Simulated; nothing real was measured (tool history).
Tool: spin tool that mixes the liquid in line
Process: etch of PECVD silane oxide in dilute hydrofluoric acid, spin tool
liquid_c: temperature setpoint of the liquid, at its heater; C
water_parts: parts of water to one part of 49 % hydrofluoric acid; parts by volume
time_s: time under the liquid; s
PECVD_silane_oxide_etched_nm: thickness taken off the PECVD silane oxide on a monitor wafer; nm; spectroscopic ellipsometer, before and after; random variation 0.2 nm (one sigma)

Run 1, hour 0: liquid_c 23 C, water_parts 230 parts by volume, time_s 205 s. Result: PECVD_silane_oxide_etched_nm 34.642 nm.
Run 2, hour 0.8: liquid_c 25 C, water_parts 230 parts by volume, time_s 205 s. Result: PECVD_silane_oxide_etched_nm 36.68 nm.
Run 3, hour 5.4: liquid_c 23.5 C, water_parts 230 parts by volume, time_s 205 s. Result: PECVD_silane_oxide_etched_nm 35.445 nm.
Run 4, hour 6.1: liquid_c 23.5 C, water_parts 230 parts by volume, time_s 205 s. Result: PECVD_silane_oxide_etched_nm 35.157 nm.
Run 5, hour 8.5: liquid_c 23.5 C, water_parts 230 parts by volume, time_s 205 s. Result: PECVD_silane_oxide_etched_nm 35.06 nm.
Run 6, hour 16.3: liquid_c 22.5 C, water_parts 230 parts by volume, time_s 205 s. Result: PECVD_silane_oxide_etched_nm 33.518 nm.
Run 7, hour 18.4: liquid_c 22 C, water_parts 230 parts by volume, time_s 205 s. Result: PECVD_silane_oxide_etched_nm 33.163 nm.
Run 8, hour 26.9: liquid_c 21.5 C, water_parts 230 parts by volume, time_s 205 s. Result: PECVD_silane_oxide_etched_nm 32.262 nm.

The next listed run, before its measurement:
Run 9, hour 34: liquid_c 21 C, water_parts 230 parts by volume, time_s 205 s. Result: PECVD_silane_oxide_etched_nm ?.

PECVD_silane_oxide_etched_nm: 31.849 nm
